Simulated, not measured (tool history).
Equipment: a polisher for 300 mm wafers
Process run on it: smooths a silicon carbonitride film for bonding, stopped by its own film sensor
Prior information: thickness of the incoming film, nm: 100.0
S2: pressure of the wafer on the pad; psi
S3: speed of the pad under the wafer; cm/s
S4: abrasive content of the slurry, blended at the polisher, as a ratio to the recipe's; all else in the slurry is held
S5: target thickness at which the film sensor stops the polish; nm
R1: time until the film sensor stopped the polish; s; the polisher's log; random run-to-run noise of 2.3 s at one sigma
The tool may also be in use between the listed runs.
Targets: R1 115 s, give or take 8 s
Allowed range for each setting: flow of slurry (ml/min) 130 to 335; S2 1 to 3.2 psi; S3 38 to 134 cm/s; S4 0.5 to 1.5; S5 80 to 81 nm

run 1 day=0 | flow_of_slurry_(ml/min)=215 S2=2.1 S3=86 S4=1 S5=81 | R1=81.449
run 2 day=0.338 | flow_of_slurry_(ml/min)=215 S2=2 S3=86 S4=1 S5=81 | R1=84.725
run 3 day=0.571 | flow_of_slurry_(ml/min)=215 S2=1.9 S3=86 S4=1 S5=81 | R1=85.219
run 4 day=0.904 | flow_of_slurry_(ml/min)=235 S2=1.9 S3=86 S4=1 S5=81 | R1=86.031
run 5 day=1.162 | flow_of_slurry_(ml/min)=235 S2=1.9 S3=86 S4=1.2 S5=81 | R1=77.43
run 6 day=1.417 | flow_of_slurry_(ml/min)=235 S2=1.9 S3=100 S4=1.2 S5=81 | R1=71.347
run 7 day=1.583 | flow_of_slurry_(ml/min)=235 S2=1.8 S3=98 S4=1.2 S5=81 | R1=74.716
run 8 day=1.721 | flow_of_slurry_(ml/min)=235 S2=1.8 S3=98 S4=1.2 S5=81 | R1=76.365
run 9 day=1.946 | flow_of_slurry_(ml/min)=235 S2=1.7 S3=96 S4=1.2 S5=81 | R1=81.756
run 10 day=2.267 | flow_of_slurry_(ml/min)=235 S2=1.6 S3=96 S4=1.2 S5=81 | R1=87.418
run 11 day=2.533 | flow_of_slurry_(ml/min)=235 S2=1.5 S3=96 S4=1.2 S5=81 | R1=87.978
run 12 day=2.683 | flow_of_slurry_(ml/min)=235 S2=1.4 S3=96 S4=1.2 S5=81 | R1=93.561

Exactly one of the 4 candidate moves below puts every result within its allowed miss. Which one?
run A day=2.833 | flow_of_slurry_(ml/min)=265 S2=1.7 S3=78 S4=1.45 S5=81 | R1=?
run B day=2.833 | flow_of_slurry_(ml/min)=240 S2=1.2 S3=86 S4=1.3 S5=80 | R1=?
run C day=2.833 | flow_of_slurry_(ml/min)=235 S2=2 S3=100 S4=1.2 S5=81 | R1=?
run D day=2.833 | flow_of_slurry_(ml/min)=260 S2=1.8 S3=116 S4=1.2 S5=81 | R1=?

move=A R1=86.086
move=B R1=117.56
move=C R1=70.067
move=D R1=68.626
A: misses by more than the last run did
B: all results land within tolerance of their targets
C: misses by more than the last run did
D: misses by more than the last run did
Move B is the one to make.
